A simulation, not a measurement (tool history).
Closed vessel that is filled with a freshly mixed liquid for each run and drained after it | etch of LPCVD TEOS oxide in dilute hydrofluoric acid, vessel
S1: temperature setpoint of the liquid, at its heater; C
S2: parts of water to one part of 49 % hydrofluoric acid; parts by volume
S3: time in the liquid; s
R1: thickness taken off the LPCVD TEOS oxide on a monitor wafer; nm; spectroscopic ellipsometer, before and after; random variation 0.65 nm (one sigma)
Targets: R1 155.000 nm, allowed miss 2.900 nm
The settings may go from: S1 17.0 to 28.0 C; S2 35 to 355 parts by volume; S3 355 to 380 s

run    day    S1   S2   S3       R1
  1  0.000  20.0  195  355   52.646
  2  0.375  20.0  195  355   52.650
  3  0.508  20.0  225  355   43.931
  4  0.750  20.0  155  355   68.564
  5  0.938  20.0  155  380   73.461
  6  1.167  20.0   85  380  144.540
  7  1.254  20.5   85  380  147.800
  8  1.383  21.0   85  380  149.810

Which of these 5 next moves meets every target?
  A  1.512  24.5  90  380   ?
  B  1.512  18.0  70  380   ?
  C  1.512  21.0  80  380   ?
  D  1.512  22.5  80  355   ?
  E  1.512  24.0  90  370   ?

move       R1
   A  162.480
   B  163.690
   C  160.580
   D  159.530
   E  155.080
A: takes the result that was furthest off past its target
B: takes the result that was furthest off past its target
C: takes the result that was furthest off past its target
D: takes the result that was furthest off past its target
E: meets every target
Move E is the one to make.

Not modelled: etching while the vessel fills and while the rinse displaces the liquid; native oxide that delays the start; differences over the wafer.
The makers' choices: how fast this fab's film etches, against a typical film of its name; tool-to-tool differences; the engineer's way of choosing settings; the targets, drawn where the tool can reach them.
